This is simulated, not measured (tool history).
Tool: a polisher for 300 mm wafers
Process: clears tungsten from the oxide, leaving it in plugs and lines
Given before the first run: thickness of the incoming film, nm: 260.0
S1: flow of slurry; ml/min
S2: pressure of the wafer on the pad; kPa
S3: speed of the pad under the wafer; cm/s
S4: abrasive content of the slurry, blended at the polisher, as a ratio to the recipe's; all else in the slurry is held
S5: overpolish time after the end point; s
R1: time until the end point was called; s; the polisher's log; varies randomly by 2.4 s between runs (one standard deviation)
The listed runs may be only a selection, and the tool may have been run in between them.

run  hour   S1    S2  S3  S4  S5      R1
  1     0  255  17.9  96   1   6  95.542
  2   2.5  255  16.5  90   1   6  109.19
  3   3.4  255  15.2  84   1   6  127.82
  4   6.2  255  13.8  80   1   6  144.92
  5  12.9  255  13.1  76   1   6  160.13
  6  14.5  195  13.1  76   1   6  160.15

Run 7 has not been measured yet. What should we expect?
  7  17.6  195  12.4  74   1   6   ?

{"run 7": {"R1": 172.31}}
